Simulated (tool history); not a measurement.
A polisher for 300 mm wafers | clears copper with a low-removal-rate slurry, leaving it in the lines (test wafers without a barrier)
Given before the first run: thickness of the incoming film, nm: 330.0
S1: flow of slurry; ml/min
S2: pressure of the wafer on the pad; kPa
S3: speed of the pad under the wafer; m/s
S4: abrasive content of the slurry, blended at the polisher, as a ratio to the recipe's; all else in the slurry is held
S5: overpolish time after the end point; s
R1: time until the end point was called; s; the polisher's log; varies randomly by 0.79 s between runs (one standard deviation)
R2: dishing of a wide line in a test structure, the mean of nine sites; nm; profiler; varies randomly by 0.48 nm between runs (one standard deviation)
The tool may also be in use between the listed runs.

{"run": 1, "day": 0.0, "S1": 265, "S2": 27.6, "S3": 1.04, "S4": 1, "S5": 25, "R1": 91.549, "R2": 54.287}
{"run": 2, "day": 0.179, "S1": 265, "S2": 27.6, "S3": 0.92, "S4": 1, "S5": 25, "R1": 101.98, "R2": 50.541}
{"run": 3, "day": 0.25, "S1": 265, "S2": 27.6, "S3": 0.92, "S4": 0.8, "S5": 25, "R1": 108.41, "R2": 47.125}
{"run": 4, "day": 0.462, "S1": 265, "S2": 27.6, "S3": 0.92, "S4": 0.95, "S5": 25, "R1": 106.93, "R2": 48.201}
{"run": 5, "day": 0.525, "S1": 265, "S2": 27.6, "S3": 0.92, "S4": 1.15, "S5": 25, "R1": 99.902, "R2": 51.097}
{"run": 6, "day": 0.692, "S1": 275, "S2": 29, "S3": 0.98, "S4": 1.05, "S5": 22, "R1": 92.868, "R2": 47.736}
{"run": 7, "day": 0.833, "S1": 300, "S2": 31, "S3": 1, "S4": 0.95, "S5": 20, "R1": 87.686, "R2": 46.095}
{"run": 8, "day": 1.033, "S1": 320, "S2": 33.1, "S3": 1.02, "S4": 0.85, "S5": 18, "R1": 85.635, "R2": 45.512}
{"run": 9, "day": 1.183, "S1": 335, "S2": 32.4, "S3": 1.08, "S4": 0.95, "S5": 16, "R1": 79.568, "R2": 42.707}
{"run": 10, "day": 1.288, "S1": 350, "S2": 30.3, "S3": 1.18, "S4": 1.05, "S5": 15, "R1": 72.567, "R2": 42.693}
{"run": 11, "day": 1.417, "S1": 360, "S2": 28.3, "S3": 1.26, "S4": 1.15, "S5": 14, "R1": 72.431, "R2": 41.229}
{"run": 12, "day": 1.558, "S1": 370, "S2": 26.9, "S3": 1.32, "S4": 1.2, "S5": 13, "R1": 69.013, "R2": 40.644}

Run 13, settings as shown, results not yet in. Your forecast:
{"run": 13, "day": 1.767, "S1": 380, "S2": 25.5, "S3": 1.38, "S4": 1.25, "S5": 12, "R1": "?", "R2": "?"}

R1: 68.237 s
R2: 37.736 nm
